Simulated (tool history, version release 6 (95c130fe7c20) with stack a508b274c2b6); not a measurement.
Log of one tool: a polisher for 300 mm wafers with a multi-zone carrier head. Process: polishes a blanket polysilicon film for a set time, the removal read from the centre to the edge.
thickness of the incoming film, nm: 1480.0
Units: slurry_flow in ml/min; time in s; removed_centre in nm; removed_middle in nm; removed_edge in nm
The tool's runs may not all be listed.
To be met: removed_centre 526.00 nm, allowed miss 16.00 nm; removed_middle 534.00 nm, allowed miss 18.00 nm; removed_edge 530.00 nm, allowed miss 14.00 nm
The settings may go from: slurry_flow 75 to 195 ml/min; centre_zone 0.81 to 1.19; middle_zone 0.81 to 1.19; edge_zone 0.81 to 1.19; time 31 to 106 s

run	hour	slurry_flow	centre_zone	middle_zone	edge_zone	time	removed_centre	removed_middle	removed_edge
1	0.0	125	1.00	1.00	1.00	68	587.49	579.39	577.45
2	7.4	125	1.00	1.07	1.00	68	589.08	607.04	570.23
3	12.9	120	1.00	1.06	1.00	68	581.76	601.83	565.32
4	14.9	115	1.00	1.05	1.00	68	561.52	587.24	564.26
# hour 21.4: worn pad replaced by a new one
5	21.4	115	0.93	1.05	1.00	68	591.16	649.12	630.34
6	29.1	110	0.95	1.05	1.00	68	585.01	634.27	620.96
7	36.2	105	0.97	1.05	1.00	68	586.48	634.37	617.34
8	42.6	85	0.96	0.95	0.90	63	493.27	508.89	518.83

Which of these 4 next moves meets every target?
A	49.0	75	0.92	0.95	0.85	68	?	?	?
B	49.0	85	0.93	0.91	0.98	59	?	?	?
C	49.0	75	0.87	1.00	0.97	66	?	?	?
D	49.0	85	1.01	1.00	0.92	64	?	?	?

move	removed_centre	removed_middle	removed_edge
A	477.54	522.49	527.39
B	445.81	464.95	505.76
C	438.22	524.49	543.72
D	525.79	536.05	532.04
A: further off than the last run
B: further off than the last run
C: further off than the last run
D: meets every target
Move D is the one to make.

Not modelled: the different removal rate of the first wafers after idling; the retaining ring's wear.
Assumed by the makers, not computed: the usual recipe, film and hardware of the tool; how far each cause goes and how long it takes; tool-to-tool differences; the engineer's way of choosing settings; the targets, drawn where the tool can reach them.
